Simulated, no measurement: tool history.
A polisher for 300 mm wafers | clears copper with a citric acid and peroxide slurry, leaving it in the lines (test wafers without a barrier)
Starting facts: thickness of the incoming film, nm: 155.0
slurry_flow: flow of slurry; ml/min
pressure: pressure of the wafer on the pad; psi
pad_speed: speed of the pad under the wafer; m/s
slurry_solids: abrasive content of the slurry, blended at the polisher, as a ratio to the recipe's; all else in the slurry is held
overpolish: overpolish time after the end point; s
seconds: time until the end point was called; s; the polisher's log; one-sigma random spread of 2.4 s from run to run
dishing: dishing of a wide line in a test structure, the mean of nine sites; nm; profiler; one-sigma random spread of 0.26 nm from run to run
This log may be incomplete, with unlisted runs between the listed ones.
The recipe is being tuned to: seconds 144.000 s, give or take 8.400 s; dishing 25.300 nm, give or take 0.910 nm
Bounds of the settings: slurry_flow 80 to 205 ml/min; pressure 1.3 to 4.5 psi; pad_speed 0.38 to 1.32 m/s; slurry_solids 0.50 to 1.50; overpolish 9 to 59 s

run    day  slurry_flow  pressure  pad_speed  slurry_solids  overpolish  seconds  dishing
  1  0.000          135       2.9       0.84           1.00          30   76.211   26.424
  2  0.171          135       2.9       0.96           1.00          30   71.772   28.291
  3  0.496          110       2.9       0.96           1.00          30   72.490   27.303
  4  0.788          105       2.4       0.92           0.95          35   86.248   26.880
  5  1.088          105       2.9       0.92           0.95          35   77.820   28.343
  6  1.371          105       2.9       1.04           0.95          35   69.006   30.053
  7  1.462          105       2.5       0.94           0.95          39   84.767   28.099
  8  1.712          100       2.2       0.90           0.95          43   96.018   28.433
  9  1.983          100       2.0       0.86           0.95          45  105.670   27.551
 10  2.146          100       1.8       0.82           0.95          47  117.980   26.369
 11  2.396          100       1.7       0.80           0.95          48  129.430   25.944
 12  2.529          100       1.6       0.80           0.95          49  131.310   25.840
 13  2.596           95       1.3       0.78           0.95          51  150.160   24.307
 14  2.650           95       1.3       0.78           0.95          51  153.540   24.316
 15  3.017          100       1.3       0.78           0.95          51  157.600   24.085

Consider the 4 candidate settings below. Which is the only one whose results all fall within their allowed miss of target?
  A  3.383           95       1.3       0.70           1.00          59        ?        ?
  B  3.383           95       1.3       0.84           1.05          52        ?        ?
  C  3.383          110       1.3       0.66           1.05          51        ?        ?
  D  3.383          100       1.3       0.86           1.05          45        ?        ?

move  seconds  dishing
   A  164.230   25.181
   B  140.480   25.464
   C  164.330   23.375
   D  136.520   24.032
A: moves away from the targets compared with the last run
B: in spec on every target
C: moves away from the targets compared with the last run
D: meets the target for the result that was furthest off, but another lies outside its allowed miss
The right move is B.
